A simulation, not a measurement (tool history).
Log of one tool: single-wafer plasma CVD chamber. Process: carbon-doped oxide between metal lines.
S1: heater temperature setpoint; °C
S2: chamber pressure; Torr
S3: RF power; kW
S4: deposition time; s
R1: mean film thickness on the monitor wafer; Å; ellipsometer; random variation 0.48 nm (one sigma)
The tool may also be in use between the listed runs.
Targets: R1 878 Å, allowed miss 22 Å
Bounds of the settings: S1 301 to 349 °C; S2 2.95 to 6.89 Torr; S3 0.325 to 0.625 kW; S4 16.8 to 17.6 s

run,hour,S1,S2,S3,S4,R1
1,0,325,4.92,0.475,17.6,1024
2,7.5,325,5.24,0.475,17.6,1039.3
3,11,325,4.54,0.475,17.6,1017.4
4,18.7,327,4.38,0.46,17.6,981.93
5,27,331,4.38,0.46,17.6,969.45
6,31.1,331,4.38,0.46,17.6,971.18
7,36.4,332,4.24,0.45,17.6,936.53
8,39.2,334,4.15,0.45,17.6,928.31
9,39.9,335,4.08,0.45,17.6,925.33
10,47,336,4,0.45,17.6,922.57
11,52,337,3.92,0.445,17.6,900.1

5 next moves are on the table. One of them brings every result within its allowed miss. Which?
A,57,333,3.55,0.4,17.6,?
B,57,340,4.14,0.425,16.8,?
C,57,334,3.81,0.445,17.6,?
D,57,321,4.28,0.36,17.6,?
E,57,334,4.02,0.45,16.8,?

move,R1
A,840.87
B,843.33
C,920.35
D,824.62
E,893.41
A: takes the result that was furthest off past its target
B: takes the result that was furthest off past its target
C: further off than the last run
D: takes the result that was furthest off past its target
E: meets every target
The right move is E.

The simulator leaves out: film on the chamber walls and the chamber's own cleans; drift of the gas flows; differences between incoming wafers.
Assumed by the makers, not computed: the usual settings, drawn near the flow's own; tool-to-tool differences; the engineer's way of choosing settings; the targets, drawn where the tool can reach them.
